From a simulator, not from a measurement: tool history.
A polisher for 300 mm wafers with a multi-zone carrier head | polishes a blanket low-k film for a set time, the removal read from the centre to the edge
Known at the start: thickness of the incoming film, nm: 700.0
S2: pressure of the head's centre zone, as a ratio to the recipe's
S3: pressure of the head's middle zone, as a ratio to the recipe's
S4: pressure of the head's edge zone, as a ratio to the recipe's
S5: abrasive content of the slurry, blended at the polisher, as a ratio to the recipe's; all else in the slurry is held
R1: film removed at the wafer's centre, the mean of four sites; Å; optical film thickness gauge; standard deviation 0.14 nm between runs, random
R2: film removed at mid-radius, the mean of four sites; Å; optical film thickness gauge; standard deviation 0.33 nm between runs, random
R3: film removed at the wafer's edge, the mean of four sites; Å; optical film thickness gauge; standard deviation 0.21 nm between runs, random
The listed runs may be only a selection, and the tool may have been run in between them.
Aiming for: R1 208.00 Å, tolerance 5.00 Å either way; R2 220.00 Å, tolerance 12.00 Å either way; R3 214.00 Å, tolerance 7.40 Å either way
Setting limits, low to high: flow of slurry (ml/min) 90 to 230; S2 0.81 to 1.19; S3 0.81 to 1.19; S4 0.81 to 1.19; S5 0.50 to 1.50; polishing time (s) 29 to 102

run 1 hour=0.0 | flow_of_slurry_(ml/min)=150 S2=1.00 S3=1.00 S4=1.00 S5=1.00 polishing_time_(s)=65 | R1=284.29 R2=282.23 R3=284.41
run 2 hour=8.7 | flow_of_slurry_(ml/min)=150 S2=1.06 S3=1.00 S4=1.00 S5=1.00 polishing_time_(s)=65 | R1=296.59 R2=284.86 R3=290.78
run 3 hour=14.7 | flow_of_slurry_(ml/min)=140 S2=1.00 S3=0.99 S4=0.96 S5=0.90 polishing_time_(s)=65 | R1=264.62 R2=258.67 R3=262.01
run 4 hour=21.9 | flow_of_slurry_(ml/min)=130 S2=0.96 S3=0.99 S4=0.92 S5=0.85 polishing_time_(s)=65 | R1=245.17 R2=248.45 R3=248.49
run 5 hour=28.1 | flow_of_slurry_(ml/min)=130 S2=0.96 S3=0.94 S4=0.92 S5=0.85 polishing_time_(s)=65 | R1=241.61 R2=233.85 R3=249.35
run 6 hour=36.5 | flow_of_slurry_(ml/min)=130 S2=0.96 S3=0.94 S4=0.92 S5=1.05 polishing_time_(s)=65 | R1=276.83 R2=277.11 R3=284.34
run 7 hour=43.3 | flow_of_slurry_(ml/min)=130 S2=0.94 S3=0.96 S4=0.90 S5=0.95 polishing_time_(s)=65 | R1=259.81 R2=263.68 R3=262.06
run 8 hour=48.7 | flow_of_slurry_(ml/min)=105 S2=0.84 S3=0.94 S4=0.82 S5=0.70 polishing_time_(s)=65 | R1=188.68 R2=198.94 R3=199.75
run 9 hour=56.5 | flow_of_slurry_(ml/min)=120 S2=0.85 S3=0.95 S4=0.82 S5=0.70 polishing_time_(s)=65 | R1=193.12 R2=207.35 R3=203.16
run 10 hour=60.0 | flow_of_slurry_(ml/min)=130 S2=0.86 S3=0.95 S4=0.82 S5=0.70 polishing_time_(s)=65 | R1=197.90 R2=213.96 R3=204.79
run 11 hour=68.5 | flow_of_slurry_(ml/min)=135 S2=0.87 S3=0.94 S4=0.83 S5=0.70 polishing_time_(s)=65 | R1=198.89 R2=209.32 R3=205.90

Next run, 4 choices. One meets every target within its allowed miss, the rest don't. Which?
run A hour=77.0 | flow_of_slurry_(ml/min)=190 S2=0.86 S3=0.99 S4=0.81 S5=0.95 polishing_time_(s)=48 | R1=? R2=? R3=?
run B hour=77.0 | flow_of_slurry_(ml/min)=130 S2=0.90 S3=0.99 S4=0.87 S5=0.65 polishing_time_(s)=70 | R1=? R2=? R3=?
run C hour=77.0 | flow_of_slurry_(ml/min)=140 S2=0.84 S3=0.86 S4=0.87 S5=0.60 polishing_time_(s)=75 | R1=? R2=? R3=?
run D hour=77.0 | flow_of_slurry_(ml/min)=140 S2=0.91 S3=0.92 S4=0.90 S5=0.60 polishing_time_(s)=71 | R1=? R2=? R3=?

move=A R1=190.10 R2=213.79 R3=187.47
move=B R1=207.20 R2=227.20 R3=208.83
move=C R1=200.00 R2=204.61 R3=211.09
move=D R1=200.34 R2=204.76 R3=202.78
A: the biggest miss grows against the last run
B: every result within its allowed miss
C: closer than the last run, but not yet in spec
D: closer than the last run, but not yet in spec
Correct choice: B, which meets every target
